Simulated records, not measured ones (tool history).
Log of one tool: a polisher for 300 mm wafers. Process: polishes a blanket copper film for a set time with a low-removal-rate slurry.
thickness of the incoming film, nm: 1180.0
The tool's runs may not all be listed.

run  hour  flow of slurry (ml/min)  pressure of the wafer on the pad (kPa)  speed of the pad under the wafer (m/s)  abrasive content of the slurry  polishing time (s)  film removed (angstrom)
  1     0                      235                                    21.4                                    1.36                               1                  47                   1856.6
  2   8.3                      235                                    15.9                                    1.36                               1                  47                   1363.4
  3  16.9                      235                                    13.8                                    1.36                               1                  47                   1216.7
  4  20.2                      215                                    13.8                                    1.36                               1                  47                   1197.5
  5  26.5                      215                                    13.8                                    1.36                            1.15                  47                   1218.9
  6  30.6                      215                                     9.7                                    1.36                            1.15                  47                   869.23
  7  39.5                      220                                    14.5                                    1.36                            1.15                  47                   1292.3
  8  46.4                      235                                    17.9                                    1.36                            1.15                  47                   1589.6
  9  50.8                      235                                    17.9                                    1.36                            1.15                  47                   1596.7
 10  53.6                      265                                      20                                    1.36                            1.15                  47                   1803.6

Forecast run 11:
 11  58.5                      270                                    22.1                                    1.36                            1.15                  47                        ?

film removed (angstrom): 1980
